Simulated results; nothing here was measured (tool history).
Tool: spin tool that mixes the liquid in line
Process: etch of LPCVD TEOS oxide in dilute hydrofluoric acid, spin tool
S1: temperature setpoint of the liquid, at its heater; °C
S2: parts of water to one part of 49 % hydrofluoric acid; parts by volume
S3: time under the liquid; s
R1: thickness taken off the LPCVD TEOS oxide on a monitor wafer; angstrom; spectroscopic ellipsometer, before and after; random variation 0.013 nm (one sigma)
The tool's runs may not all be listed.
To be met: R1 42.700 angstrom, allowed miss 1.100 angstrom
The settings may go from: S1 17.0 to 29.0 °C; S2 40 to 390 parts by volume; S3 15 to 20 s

run 1 hour=0.0 | S1=21.0 S2=215 S3=20 | R1=34.206
run 2 hour=6.4 | S1=21.0 S2=145 S3=20 | R1=54.601
run 3 hour=6.9 | S1=20.0 S2=150 S3=20 | R1=50.268
run 4 hour=12.5 | S1=20.0 S2=150 S3=20 | R1=50.148
run 5 hour=14.2 | S1=20.0 S2=150 S3=20 | R1=50.301
run 6 hour=21.4 | S1=19.5 S2=150 S3=20 | R1=49.399
run 7 hour=25.7 | S1=19.0 S2=150 S3=20 | R1=48.242
run 8 hour=31.0 | S1=18.5 S2=150 S3=20 | R1=46.950
run 9 hour=35.6 | S1=18.5 S2=150 S3=20 | R1=47.199
run 10 hour=37.2 | S1=18.0 S2=150 S3=20 | R1=46.303

5 next moves are on the table. One of them brings every result within its allowed miss. Which?
run A hour=38.8 | S1=17.5 S2=135 S3=20 | R1=?
run B hour=38.8 | S1=20.0 S2=115 S3=15 | R1=?
run C hour=38.8 | S1=17.0 S2=105 S3=15 | R1=?
run D hour=38.8 | S1=19.5 S2=150 S3=20 | R1=?
run E hour=38.8 | S1=21.0 S2=140 S3=15 | R1=?

move=A R1=51.298
move=B R1=51.084
move=C R1=49.946
move=D R1=49.314
move=E R1=42.512
A: further off than the last run
B: further off than the last run
C: further off than the last run
D: further off than the last run
E: meets every target
Answer: E
